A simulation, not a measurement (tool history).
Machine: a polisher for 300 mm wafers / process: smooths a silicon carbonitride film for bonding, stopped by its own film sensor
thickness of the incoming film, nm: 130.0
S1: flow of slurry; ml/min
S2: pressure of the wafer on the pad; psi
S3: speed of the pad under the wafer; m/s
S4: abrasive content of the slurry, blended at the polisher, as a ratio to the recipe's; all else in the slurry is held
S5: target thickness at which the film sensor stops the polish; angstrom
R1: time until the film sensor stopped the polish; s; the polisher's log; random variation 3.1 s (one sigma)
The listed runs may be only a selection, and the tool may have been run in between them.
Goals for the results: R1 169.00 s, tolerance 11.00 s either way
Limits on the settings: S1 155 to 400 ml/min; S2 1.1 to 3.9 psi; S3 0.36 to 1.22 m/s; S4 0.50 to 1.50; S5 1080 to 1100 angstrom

| run | hour | S1 | S2 | S3 | S4 | S5 | R1 |
|---|---|---|---|---|---|---|---|
| 1 | 0.0 | 255 | 2.5 | 0.78 | 1.00 | 1080 | 100.49 |
| 2 | 3.7 | 255 | 2.5 | 0.78 | 0.85 | 1080 | 110.05 |
| 3 | 9.4 | 255 | 2.5 | 0.78 | 0.70 | 1080 | 124.26 |
| 4 | 15.4 | 255 | 2.4 | 0.78 | 0.70 | 1080 | 126.62 |
| 5 | 23.4 | 255 | 2.3 | 0.78 | 0.70 | 1080 | 133.65 |
| 6 | 25.6 | 255 | 2.2 | 0.78 | 0.70 | 1080 | 143.71 |
| 7 | 32.6 | 255 | 2.1 | 0.78 | 0.70 | 1080 | 149.89 |
| 8 | 37.8 | 255 | 2.0 | 0.78 | 0.70 | 1080 | 155.45 |

Which single option among these 5 for the next run brings every result within its allowed miss of target? Just one does.
| A | 43.0 | 155 | 1.7 | 1.10 | 0.65 | 1080 | ? |
| B | 43.0 | 235 | 1.8 | 0.82 | 0.75 | 1100 | ? |
| C | 43.0 | 280 | 1.3 | 0.86 | 1.00 | 1080 | ? |
| D | 43.0 | 280 | 2.1 | 0.68 | 0.75 | 1090 | ? |
| E | 43.0 | 220 | 1.9 | 1.00 | 0.60 | 1100 | ? |

| move | R1 |
|---|---|
| A | 148.53 |
| B | 141.39 |
| C | 172.23 |
| D | 146.29 |
| E | 132.48 |
A: further off than the last run
B: further off than the last run
C: all results land within tolerance of their targets
D: further off than the last run
E: further off than the last run
C is the move that brings every result within its allowed miss.
